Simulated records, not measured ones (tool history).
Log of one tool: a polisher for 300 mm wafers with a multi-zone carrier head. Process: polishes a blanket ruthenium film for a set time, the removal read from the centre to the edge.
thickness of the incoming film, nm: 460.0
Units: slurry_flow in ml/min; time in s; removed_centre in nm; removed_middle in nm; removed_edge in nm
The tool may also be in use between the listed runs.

| run | hour | slurry_flow | centre_zone | middle_zone | edge_zone | time | removed_centre | removed_middle | removed_edge |
|---|---|---|---|---|---|---|---|---|---|
| 1 | 0.0 | 190 | 1.00 | 1.00 | 1.00 | 55 | 72.546 | 69.092 | 70.360 |
| 2 | 3.5 | 190 | 1.01 | 0.99 | 0.99 | 53 | 70.208 | 68.574 | 66.905 |
| 3 | 7.7 | 190 | 1.01 | 0.99 | 0.99 | 47 | 61.601 | 59.043 | 60.647 |
| 4 | 10.1 | 190 | 1.02 | 0.98 | 0.98 | 46 | 62.479 | 58.202 | 58.699 |
| 5 | 16.7 | 190 | 1.02 | 0.97 | 0.97 | 45 | 60.588 | 56.084 | 56.939 |
| 6 | 18.0 | 190 | 1.02 | 0.96 | 0.96 | 44 | 58.457 | 54.033 | 55.181 |

The next listed run, before its measurement:
| 7 | 20.0 | 175 | 1.11 | 0.87 | 0.86 | 35 | ? | ? | ? |

Run 7 gave removed_centre 49.440 nm, removed_middle 39.176 nm, removed_edge 42.093 nm.
